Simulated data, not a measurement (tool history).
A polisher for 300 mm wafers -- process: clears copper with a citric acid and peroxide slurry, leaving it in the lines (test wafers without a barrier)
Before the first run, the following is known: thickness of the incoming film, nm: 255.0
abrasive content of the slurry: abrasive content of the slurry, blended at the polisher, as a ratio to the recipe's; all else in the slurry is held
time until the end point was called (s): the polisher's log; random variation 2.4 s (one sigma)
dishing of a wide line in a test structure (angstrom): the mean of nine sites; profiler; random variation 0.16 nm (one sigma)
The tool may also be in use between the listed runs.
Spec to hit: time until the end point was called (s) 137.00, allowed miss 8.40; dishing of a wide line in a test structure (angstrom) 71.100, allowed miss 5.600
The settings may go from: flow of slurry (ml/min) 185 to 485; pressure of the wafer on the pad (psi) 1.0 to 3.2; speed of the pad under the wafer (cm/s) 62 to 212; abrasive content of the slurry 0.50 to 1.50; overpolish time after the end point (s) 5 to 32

| run | hour | flow of slurry (ml/min) | pressure of the wafer on the pad (psi) | speed of the pad under the wafer (cm/s) | abrasive content of the slurry | overpolish time after the end point (s) | time until the end point was called (s) | dishing of a wide line in a test structure (angstrom) |
|---|---|---|---|---|---|---|---|---|
| 1 | 0.0 | 310 | 2.1 | 136 | 1.00 | 16 | 112.67 | 241.070 |
| 2 | 5.9 | 310 | 2.1 | 136 | 1.20 | 16 | 105.03 | 248.700 |
| 3 | 13.3 | 310 | 2.1 | 136 | 1.05 | 16 | 107.90 | 250.110 |
| 4 | 17.7 | 310 | 1.8 | 136 | 1.15 | 13 | 120.08 | 189.310 |
| 5 | 22.7 | 310 | 1.8 | 136 | 1.15 | 7 | 121.72 | 109.780 |
| 6 | 25.7 | 310 | 1.8 | 136 | 1.15 | 14 | 121.20 | 190.660 |
| 7 | 33.8 | 310 | 1.2 | 144 | 1.15 | 6 | 166.24 | 69.204 |
| 8 | 38.2 | 305 | 1.2 | 154 | 1.10 | 6 | 152.67 | 72.130 |
| 9 | 43.3 | 300 | 1.2 | 158 | 1.05 | 6 | 153.90 | 76.847 |
| 10 | 50.7 | 310 | 1.2 | 160 | 1.10 | 6 | 156.14 | 74.229 |
| 11 | 52.4 | 295 | 1.2 | 168 | 1.15 | 6 | 148.67 | 76.173 |
| 12 | 60.3 | 300 | 1.2 | 176 | 1.20 | 6 | 138.98 | 85.382 |
| 13 | 64.3 | 295 | 1.2 | 180 | 1.05 | 6 | 142.13 | 82.442 |
| 14 | 72.3 | 305 | 1.1 | 182 | 1.15 | 6 | 142.72 | 81.077 |
| 15 | 79.6 | 280 | 1.1 | 188 | 1.15 | 6 | 140.11 | 80.676 |
| 16 | 87.8 | 255 | 1.1 | 192 | 1.15 | 6 | 139.10 | 82.780 |
| 17 | 91.0 | 275 | 1.1 | 192 | 1.15 | 6 | 140.58 | 81.886 |
| 18 | 96.7 | 275 | 1.1 | 194 | 1.15 | 6 | 137.66 | 82.284 |
| 19 | 100.4 | 260 | 1.1 | 198 | 1.15 | 6 | 138.82 | 85.898 |
| 20 | 104.9 | 350 | 1.0 | 182 | 1.20 | 5 | 151.84 | 64.452 |
| 21 | 112.9 | 355 | 1.0 | 184 | 1.20 | 5 | 151.95 | 63.744 |
| 22 | 118.2 | 360 | 1.0 | 186 | 1.20 | 5 | 152.33 | 64.854 |
| 23 | 119.4 | 370 | 1.0 | 188 | 1.20 | 5 | 152.92 | 64.881 |
| 24 | 122.3 | 370 | 1.0 | 188 | 1.20 | 5 | 147.63 | 64.862 |

Consider the 5 candidate settings below. Which is the only one whose results all fall within their allowed miss of target?
| A | 125.2 | 295 | 1.3 | 190 | 1.15 | 5 | ? | ? |
| B | 125.2 | 355 | 1.1 | 206 | 1.35 | 5 | ? | ? |
| C | 125.2 | 295 | 1.4 | 160 | 1.10 | 5 | ? | ? |
| D | 125.2 | 365 | 1.2 | 186 | 1.30 | 6 | ? | ? |
| E | 125.2 | 485 | 1.2 | 196 | 1.15 | 5 | ? | ? |

| move | time until the end point was called (s) | dishing of a wide line in a test structure (angstrom) |
|---|---|---|
| A | 121.69 | 81.732 |
| B | 123.08 | 80.658 |
| C | 136.05 | 73.623 |
| D | 126.80 | 93.205 |
| E | 122.05 | 81.409 |
A: pushes the last run's worst result past its target
B: pushes the last run's worst result past its target
C: all results in spec
D: pushes the last run's worst result past its target
E: pushes the last run's worst result past its target
So the answer is move C, the one that meets all the targets.
